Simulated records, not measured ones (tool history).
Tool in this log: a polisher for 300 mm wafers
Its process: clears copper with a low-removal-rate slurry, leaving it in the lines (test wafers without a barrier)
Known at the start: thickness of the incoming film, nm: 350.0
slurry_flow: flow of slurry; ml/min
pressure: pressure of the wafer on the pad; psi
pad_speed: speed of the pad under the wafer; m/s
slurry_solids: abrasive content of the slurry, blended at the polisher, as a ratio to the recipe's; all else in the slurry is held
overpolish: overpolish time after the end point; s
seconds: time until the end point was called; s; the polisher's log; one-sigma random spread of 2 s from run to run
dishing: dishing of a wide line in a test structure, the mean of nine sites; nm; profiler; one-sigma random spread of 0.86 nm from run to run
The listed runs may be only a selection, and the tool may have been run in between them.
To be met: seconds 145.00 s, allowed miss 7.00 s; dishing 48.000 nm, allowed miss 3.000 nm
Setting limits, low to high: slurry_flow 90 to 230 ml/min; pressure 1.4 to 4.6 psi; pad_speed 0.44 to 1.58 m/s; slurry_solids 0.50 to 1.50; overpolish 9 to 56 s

run  hour  slurry_flow  pressure  pad_speed  slurry_solids  overpolish  seconds  dishing
  1   0.0          150       3.0       1.00           1.00          29   115.41   49.390
  2   5.4          150       2.9       1.00           1.00          30   115.21   47.964
  3  12.4          150       2.3       1.00           1.00          30   137.32   42.675
  4  13.5          150       2.3       0.90           1.00          30   147.33   42.472
  5  15.9          150       2.3       0.90           1.00          31   142.54   41.709
  6  20.6          150       2.3       0.72           1.00          31   167.86   37.631
  7  25.0          150       2.4       0.72           1.00          32   158.93   39.547
  8  30.3          150       2.4       0.72           1.00          33   161.79   40.261
  9  33.5          150       2.5       0.72           1.00          34   156.01   42.248
 10  38.0          150       2.5       0.72           1.00          35   158.01   44.097

Pick the move, out of 5, that brings all results within their allowed miss; only one does.
  A  42.5          165       2.0       0.92           1.15          37        ?        ?
  B  42.5          140       2.7       0.66           1.05          47        ?        ?
  C  42.5          175       1.4       0.94           1.05          44        ?        ?
  D  42.5          120       3.3       0.84           0.90          32        ?        ?
  E  42.5          190       2.4       0.96           1.10          41        ?        ?

move  seconds  dishing
   A   148.42   47.314
   B   161.09   54.052
   C   177.54   46.249
   D   131.45   47.685
   E   129.11   56.996
A: each result inside its tolerance
B: misses by more than the last run did
C: misses by more than the last run did
D: pushes the last run's worst result past its target
E: pushes the last run's worst result past its target
Answer: A

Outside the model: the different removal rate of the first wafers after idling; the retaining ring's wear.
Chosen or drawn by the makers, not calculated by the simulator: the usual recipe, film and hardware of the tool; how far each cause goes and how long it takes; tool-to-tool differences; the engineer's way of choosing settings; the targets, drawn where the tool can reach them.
